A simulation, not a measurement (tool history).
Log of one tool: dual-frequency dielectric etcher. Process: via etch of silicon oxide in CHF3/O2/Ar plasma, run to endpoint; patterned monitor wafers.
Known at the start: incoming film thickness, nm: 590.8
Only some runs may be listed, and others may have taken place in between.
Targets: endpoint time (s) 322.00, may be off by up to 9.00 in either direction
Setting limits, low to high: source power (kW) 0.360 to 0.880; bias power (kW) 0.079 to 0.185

run    day  source power (kW)  bias power (kW)  endpoint time (s)
  1  0.000              0.620            0.132             366.08
  2  0.050              0.540            0.132             375.56
  3  0.292              0.460            0.132             397.21
  4  0.546              0.510            0.132             387.24
  5  0.592              0.560            0.137             371.15
  6  0.696              0.560            0.121             383.70
  7  0.775              0.690            0.142             343.26
  8  0.929              0.710            0.144             337.13

Of the 5 settings listed for the next run, only one would bring every result within its allowed miss of target. Which one?
  A  1.083              0.730            0.125                  ?
  B  1.083              0.860            0.165                  ?
  C  1.083              0.680            0.153                  ?
  D  1.083              0.760            0.155                  ?
  E  1.083              0.570            0.143                  ?

move  endpoint time (s)
   A             348.32
   B             305.61
   C             337.28
   D             324.10
   E             363.58
A: its largest miss is bigger than the last run's
B: the result that was furthest off in the last run now lies on the other side of its target
C: as far off as the last run
D: all results in spec
E: its largest miss is bigger than the last run's
Correct choice: D, which meets every target

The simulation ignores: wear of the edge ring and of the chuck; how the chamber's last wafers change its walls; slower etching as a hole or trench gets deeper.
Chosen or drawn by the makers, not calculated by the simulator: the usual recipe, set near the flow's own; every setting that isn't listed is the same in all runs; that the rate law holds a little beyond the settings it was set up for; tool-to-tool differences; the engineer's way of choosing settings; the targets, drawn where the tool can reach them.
